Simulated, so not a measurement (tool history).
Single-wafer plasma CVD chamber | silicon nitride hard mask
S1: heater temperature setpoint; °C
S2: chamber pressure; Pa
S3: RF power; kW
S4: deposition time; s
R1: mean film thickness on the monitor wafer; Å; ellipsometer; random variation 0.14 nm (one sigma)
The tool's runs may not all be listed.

| run | hour | S1 | S2 | S3 | S4 | R1 |
|---|---|---|---|---|---|---|
| 1 | 0 | 400 | 161 | 0.375 | 21.5 | 258.24 |
| 2 | 5.4 | 400 | 181 | 0.375 | 21.5 | 268.06 |
| 3 | 7.1 | 400 | 165 | 0.375 | 21.5 | 261.27 |
| 4 | 8.8 | 400 | 139 | 0.375 | 21.5 | 247.01 |
| 5 | 10.3 | 400 | 139 | 0.335 | 21.5 | 235.09 |
| 6 | 13.8 | 400 | 161 | 0.35 | 21.5 | 248.63 |
| 7 | 22.7 | 400 | 177 | 0.36 | 21.5 | 260.78 |
| 8 | 31 | 400 | 188 | 0.365 | 21.5 | 267.33 |
| 9 | 37.5 | 400 | 196 | 0.37 | 21.5 | 273.97 |
| 10 | 41.8 | 400 | 196 | 0.37 | 21.5 | 272.26 |
| 11 | 46.4 | 400 | 201 | 0.375 | 21.5 | 276.25 |

Forecast run 12:
| 12 | 49.3 | 400 | 205 | 0.375 | 21.5 | ? |

R1: 277.37 Å
